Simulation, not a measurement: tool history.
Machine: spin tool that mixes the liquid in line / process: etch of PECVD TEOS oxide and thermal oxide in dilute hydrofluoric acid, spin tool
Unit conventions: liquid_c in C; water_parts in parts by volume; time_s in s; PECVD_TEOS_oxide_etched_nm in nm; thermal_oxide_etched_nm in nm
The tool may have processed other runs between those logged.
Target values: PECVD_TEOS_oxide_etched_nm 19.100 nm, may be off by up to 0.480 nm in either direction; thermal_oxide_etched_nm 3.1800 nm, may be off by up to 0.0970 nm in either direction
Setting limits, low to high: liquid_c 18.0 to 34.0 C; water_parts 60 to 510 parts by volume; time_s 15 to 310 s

{"run": 1, "hour": 0.0, "liquid_c": 26.0, "water_parts": 285, "time_s": 160, "PECVD_TEOS_oxide_etched_nm": 13.268, "thermal_oxide_etched_nm": 2.2297}
{"run": 2, "hour": 3.7, "liquid_c": 28.0, "water_parts": 280, "time_s": 160, "PECVD_TEOS_oxide_etched_nm": 14.451, "thermal_oxide_etched_nm": 2.4182}
{"run": 3, "hour": 5.2, "liquid_c": 28.0, "water_parts": 235, "time_s": 160, "PECVD_TEOS_oxide_etched_nm": 18.223, "thermal_oxide_etched_nm": 3.0141}
{"run": 4, "hour": 8.8, "liquid_c": 28.0, "water_parts": 185, "time_s": 160, "PECVD_TEOS_oxide_etched_nm": 24.571, "thermal_oxide_etched_nm": 3.9824}
{"run": 5, "hour": 16.4, "liquid_c": 26.5, "water_parts": 185, "time_s": 160, "PECVD_TEOS_oxide_etched_nm": 22.982, "thermal_oxide_etched_nm": 3.812}
{"run": 6, "hour": 24.8, "liquid_c": 25.5, "water_parts": 190, "time_s": 160, "PECVD_TEOS_oxide_etched_nm": 21.413, "thermal_oxide_etched_nm": 3.5959}
{"run": 7, "hour": 29.7, "liquid_c": 25.5, "water_parts": 195, "time_s": 160, "PECVD_TEOS_oxide_etched_nm": 20.711, "thermal_oxide_etched_nm": 3.4509}
{"run": 8, "hour": 31.9, "liquid_c": 25.0, "water_parts": 195, "time_s": 160, "PECVD_TEOS_oxide_etched_nm": 20.421, "thermal_oxide_etched_nm": 3.4445}
{"run": 9, "hour": 38.3, "liquid_c": 25.0, "water_parts": 200, "time_s": 160, "PECVD_TEOS_oxide_etched_nm": 19.793, "thermal_oxide_etched_nm": 3.3287}

Exactly one of the 5 candidate moves below puts every result within its allowed miss. Which one?
{"run": "A", "hour": 44.7, "liquid_c": 29.0, "water_parts": 225, "time_s": 145, "PECVD_TEOS_oxide_etched_nm": "?", "thermal_oxide_etched_nm": "?"}
{"run": "B", "hour": 44.7, "liquid_c": 28.0, "water_parts": 235, "time_s": 160, "PECVD_TEOS_oxide_etched_nm": "?", "thermal_oxide_etched_nm": "?"}
{"run": "C", "hour": 44.7, "liquid_c": 23.5, "water_parts": 185, "time_s": 140, "PECVD_TEOS_oxide_etched_nm": "?", "thermal_oxide_etched_nm": "?"}
{"run": "D", "hour": 44.7, "liquid_c": 29.0, "water_parts": 225, "time_s": 155, "PECVD_TEOS_oxide_etched_nm": "?", "thermal_oxide_etched_nm": "?"}
{"run": "E", "hour": 44.7, "liquid_c": 31.0, "water_parts": 215, "time_s": 130, "PECVD_TEOS_oxide_etched_nm": "?", "thermal_oxide_etched_nm": "?"}

move=A PECVD_TEOS_oxide_etched_nm=17.848 thermal_oxide_etched_nm=3.0147
move=B PECVD_TEOS_oxide_etched_nm=18.010 thermal_oxide_etched_nm=3.0422
move=C PECVD_TEOS_oxide_etched_nm=17.992 thermal_oxide_etched_nm=3.0391
move=D PECVD_TEOS_oxide_etched_nm=19.078 thermal_oxide_etched_nm=3.2227
move=E PECVD_TEOS_oxide_etched_nm=18.142 thermal_oxide_etched_nm=3.0644
A: pushes the last run's worst result past its target
B: pushes the last run's worst result past its target
C: pushes the last run's worst result past its target
D: hits every target within its allowed miss
E: pushes the last run's worst result past its target
So the answer is move D, the one that meets all the targets.

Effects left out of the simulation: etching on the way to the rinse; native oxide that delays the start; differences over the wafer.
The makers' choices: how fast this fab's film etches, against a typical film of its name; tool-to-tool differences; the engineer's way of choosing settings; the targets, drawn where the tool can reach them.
